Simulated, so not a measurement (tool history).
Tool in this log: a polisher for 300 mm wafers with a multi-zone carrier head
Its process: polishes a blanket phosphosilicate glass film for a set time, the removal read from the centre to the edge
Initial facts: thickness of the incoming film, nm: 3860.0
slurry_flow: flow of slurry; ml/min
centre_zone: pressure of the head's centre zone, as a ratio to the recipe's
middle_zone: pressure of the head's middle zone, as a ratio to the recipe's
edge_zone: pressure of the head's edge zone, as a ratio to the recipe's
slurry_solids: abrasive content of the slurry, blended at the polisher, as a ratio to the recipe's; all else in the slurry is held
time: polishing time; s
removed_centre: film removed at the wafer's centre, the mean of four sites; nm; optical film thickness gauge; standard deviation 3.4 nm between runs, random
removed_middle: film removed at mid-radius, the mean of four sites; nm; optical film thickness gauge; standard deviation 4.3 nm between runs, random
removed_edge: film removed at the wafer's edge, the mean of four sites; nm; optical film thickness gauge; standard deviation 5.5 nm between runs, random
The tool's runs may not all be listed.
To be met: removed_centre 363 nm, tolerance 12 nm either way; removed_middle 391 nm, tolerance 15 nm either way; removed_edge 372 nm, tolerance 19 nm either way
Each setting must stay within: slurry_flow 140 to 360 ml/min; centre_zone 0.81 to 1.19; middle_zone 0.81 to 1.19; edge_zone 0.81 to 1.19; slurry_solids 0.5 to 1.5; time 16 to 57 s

Run 1, hour 0: slurry_flow 230 ml/min, centre_zone 1, middle_zone 1, edge_zone 1, slurry_solids 1, time 36 s. Result: removed_centre 324.2 nm, removed_middle 322.29 nm, removed_edge 327.14 nm.
Run 2, hour 0.7: slurry_flow 240 ml/min, centre_zone 1.01, middle_zone 1.04, edge_zone 1.03, slurry_solids 1.05, time 36 s. Result: removed_centre 331.94 nm, removed_middle 339.02 nm, removed_edge 333.03 nm.
Run 3, hour 6.2: slurry_flow 245 ml/min, centre_zone 1.01, middle_zone 1.05, edge_zone 1.04, slurry_solids 1.1, time 36 s. Result: removed_centre 349.14 nm, removed_middle 342.96 nm, removed_edge 343.81 nm.
Run 4, hour 12.3: slurry_flow 245 ml/min, centre_zone 0.99, middle_zone 1.08, edge_zone 1.05, slurry_solids 1.15, time 36 s. Result: removed_centre 346.55 nm, removed_middle 353.17 nm, removed_edge 344.92 nm.
Run 5, hour 13.3: slurry_flow 245 ml/min, centre_zone 0.99, middle_zone 1.08, edge_zone 1.05, slurry_solids 1.15, time 29 s. Result: removed_centre 277.33 nm, removed_middle 294.79 nm, removed_edge 276.44 nm.
Run 6, hour 16.2: slurry_flow 245 ml/min, centre_zone 0.99, middle_zone 1.08, edge_zone 0.98, slurry_solids 1.15, time 29 s. Result: removed_centre 277.8 nm, removed_middle 291.25 nm, removed_edge 264.19 nm.
Run 7, hour 21.3: slurry_flow 235 ml/min, centre_zone 0.98, middle_zone 1.1, edge_zone 1.01, slurry_solids 1.25, time 31 s. Result: removed_centre 308.5 nm, removed_middle 322.98 nm, removed_edge 296.39 nm.
Run 8, hour 22.1: slurry_flow 235 ml/min, centre_zone 0.97, middle_zone 1.11, edge_zone 1.04, slurry_solids 1.3, time 32 s. Result: removed_centre 313.99 nm, removed_middle 337.55 nm, removed_edge 316.97 nm.
Run 9, hour 29.1: slurry_flow 240 ml/min, centre_zone 0.98, middle_zone 1.13, edge_zone 1.07, slurry_solids 1.35, time 32 s. Result: removed_centre 321.88 nm, removed_middle 346.97 nm, removed_edge 329.55 nm.
Run 10, hour 32.2: slurry_flow 245 ml/min, centre_zone 0.99, middle_zone 1.15, edge_zone 1.08, slurry_solids 1.4, time 32 s. Result: removed_centre 332.1 nm, removed_middle 358.58 nm, removed_edge 333.87 nm.
Run 11, hour 40.4: slurry_flow 250 ml/min, centre_zone 1, middle_zone 1.16, edge_zone 1.1, slurry_solids 1.45, time 32 s. Result: removed_centre 339.89 nm, removed_middle 367.36 nm, removed_edge 348.51 nm.

5 next moves are on the table. One of them brings every result within its allowed miss. Which?
Run A, hour 48.6: slurry_flow 280 ml/min, centre_zone 0.92, middle_zone 1.16, edge_zone 1.15, slurry_solids 1.4, time 35 s. Result: removed_centre ?, removed_middle ?, removed_edge ?.
Run B, hour 48.6: slurry_flow 260 ml/min, centre_zone 1.08, middle_zone 0.94, edge_zone 1.19, slurry_solids 1.5, time 32 s. Result: removed_centre ?, removed_middle ?, removed_edge ?.
Run C, hour 48.6: slurry_flow 345 ml/min, centre_zone 0.98, middle_zone 1.16, edge_zone 1.16, slurry_solids 1.5, time 33 s. Result: removed_centre ?, removed_middle ?, removed_edge ?.
Run D, hour 48.6: slurry_flow 170 ml/min, centre_zone 1, middle_zone 1.19, edge_zone 0.99, slurry_solids 1.45, time 35 s. Result: removed_centre ?, removed_middle ?, removed_edge ?.
Run E, hour 48.6: slurry_flow 260 ml/min, centre_zone 1.02, middle_zone 0.97, edge_zone 1.19, slurry_solids 1.5, time 32 s. Result: removed_centre ?, removed_middle ?, removed_edge ?.

move  removed_centre  removed_middle  removed_edge
   A          341.16          389.96        381.99
   B          372.47          327.93         362.9
   C          359.33           384.5        376.67
   D          349.42          374.61        342.61
   E          351.67          332.75        362.82
A: better than the last run, though not everything is in spec
B: puts the biggest miss on target and leaves a different result outside tolerance
C: in spec on every target
D: better than the last run, though not everything is in spec
E: puts the biggest miss on target and leaves a different result outside tolerance
Answer: C

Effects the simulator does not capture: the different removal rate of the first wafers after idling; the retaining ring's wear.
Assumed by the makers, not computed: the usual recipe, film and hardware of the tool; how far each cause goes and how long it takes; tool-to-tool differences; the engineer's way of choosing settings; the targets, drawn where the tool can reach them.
